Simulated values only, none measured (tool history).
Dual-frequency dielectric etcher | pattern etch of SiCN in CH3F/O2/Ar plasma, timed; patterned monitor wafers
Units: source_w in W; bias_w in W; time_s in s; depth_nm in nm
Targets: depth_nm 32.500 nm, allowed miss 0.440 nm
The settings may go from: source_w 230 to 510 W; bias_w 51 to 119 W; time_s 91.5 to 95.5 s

run,hour,source_w,bias_w,time_s,depth_nm
1,0.0,370,85,91.5,36.494
2,3.9,370,94,91.5,37.622
3,5.5,410,94,91.5,38.976
4,11.7,380,94,91.5,37.981
5,15.2,350,94,91.5,37.108
6,23.6,350,94,91.5,37.011
7,25.5,340,93,91.5,36.506
8,31.1,330,92,91.5,36.109
9,33.9,320,91,91.5,35.537
10,40.0,310,91,91.5,35.339
11,44.2,300,90,91.5,34.878
12,45.9,290,90,91.5,34.432
13,47.3,280,90,91.5,34.088

5 next moves are on the table. One of them brings every result within its allowed miss. Which?
A,48.7,320,85,93.0,?
B,48.7,250,104,95.5,?
C,48.7,260,87,93.0,?
D,48.7,300,97,91.5,?
E,48.7,270,76,93.0,?

move,depth_nm
A,35.271
B,36.146
C,33.389
D,35.649
E,32.218
A: further off than the last run
B: further off than the last run
C: nearer than the last run, and not there yet
D: further off than the last run
E: meets every target
Answer: E

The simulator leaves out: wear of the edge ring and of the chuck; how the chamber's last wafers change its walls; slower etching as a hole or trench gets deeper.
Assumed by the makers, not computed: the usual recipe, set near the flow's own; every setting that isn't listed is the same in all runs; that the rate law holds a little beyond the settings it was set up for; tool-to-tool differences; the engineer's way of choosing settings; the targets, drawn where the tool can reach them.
